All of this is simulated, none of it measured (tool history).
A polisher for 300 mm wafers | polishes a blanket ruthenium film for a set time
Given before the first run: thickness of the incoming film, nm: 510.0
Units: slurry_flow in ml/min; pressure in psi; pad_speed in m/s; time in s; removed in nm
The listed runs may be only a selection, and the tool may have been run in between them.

Run 1, hour 0.0: slurry_flow 130 ml/min, pressure 1.7 psi, pad_speed 1.04 m/s, time 98 s. Result: removed 93.665 nm.
Run 2, hour 3.8: slurry_flow 130 ml/min, pressure 1.7 psi, pad_speed 1.04 m/s, time 98 s. Result: removed 93.774 nm.
Run 3, hour 6.1: slurry_flow 130 ml/min, pressure 1.7 psi, pad_speed 0.80 m/s, time 98 s. Result: removed 72.682 nm.
Run 4, hour 8.6: slurry_flow 145 ml/min, pressure 1.9 psi, pad_speed 0.80 m/s, time 98 s. Result: removed 82.217 nm.
Run 5, hour 15.3: slurry_flow 145 ml/min, pressure 1.9 psi, pad_speed 0.80 m/s, time 98 s. Result: removed 82.538 nm.
Run 6, hour 23.1: slurry_flow 145 ml/min, pressure 1.9 psi, pad_speed 0.88 m/s, time 98 s. Result: removed 90.543 nm.

What does the tool deliver on the next run?
At hour 32.1: head pressure recalibrated.
Run 7, hour 32.1: slurry_flow 155 ml/min, pressure 2.0 psi, pad_speed 0.88 m/s, time 98 s. Result: removed ?.

{"run 7": {"removed": 87.79}}
